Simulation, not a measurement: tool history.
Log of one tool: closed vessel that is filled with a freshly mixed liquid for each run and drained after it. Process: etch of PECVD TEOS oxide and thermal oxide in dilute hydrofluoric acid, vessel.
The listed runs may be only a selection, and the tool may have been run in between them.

| run | day | temperature setpoint of the liquid (°C) | parts of water to one part of 49 % hydrofluoric acid (parts by volume) | time in the liquid (s) | thickness taken off the PECVD TEOS oxide on a monitor wafer (Å) | thickness taken off the thermal oxide on a monitor wafer (Å) |
|---|---|---|---|---|---|---|
| 1 | 0 | 23 | 50 | 65 | 194.96 | 59.714 |
| 2 | 0.296 | 25 | 50 | 65 | 207.86 | 63.561 |
| 3 | 0.654 | 25 | 50 | 55 | 178.75 | 54.922 |
| 4 | 0.992 | 26.5 | 50 | 55 | 188.64 | 57.995 |
| 5 | 1.242 | 25 | 50 | 55 | 180.92 | 54.576 |
| 6 | 1.429 | 23.5 | 50 | 55 | 166.29 | 51.394 |
| 7 | 1.771 | 25.5 | 50 | 55 | 181.3 | 56.059 |
| 8 | 2.067 | 27 | 50 | 55 | 194.18 | 58.698 |
| 9 | 2.221 | 27.5 | 45 | 55 | 221.17 | 67.963 |
| 10 | 2.308 | 28.5 | 45 | 55 | 227.03 | 70.37 |

Run 11 is up next; what results do you expect?
| 11 | 2.525 | 29 | 45 | 55 | ? | ? |

Run 11 produced thickness taken off the PECVD TEOS oxide on a monitor wafer (Å) 235.44, thickness taken off the thermal oxide on a monitor wafer (Å) 71.195.
